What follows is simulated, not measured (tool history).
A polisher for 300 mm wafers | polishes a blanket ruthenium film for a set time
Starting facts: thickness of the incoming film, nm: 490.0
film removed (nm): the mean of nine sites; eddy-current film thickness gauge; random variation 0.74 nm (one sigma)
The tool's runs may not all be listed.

run	hour	flow of slurry (ml/min)	pressure of the wafer on the pad (kPa)	speed of the pad under the wafer (cm/s)	polishing time (s)	film removed (nm)
1	0.0	210	11.7	78	85	72.208
2	5.9	210	13.1	78	85	77.304
3	8.6	210	13.1	78	89	81.459
4	14.5	210	11.7	78	89	74.411
5	16.0	210	11.7	78	89	75.616
6	21.7	210	11.0	78	89	71.067

Expected results for the next run?
7	28.3	210	10.3	78	89	?

{"run 7": {"film removed (nm)": 67.792}}
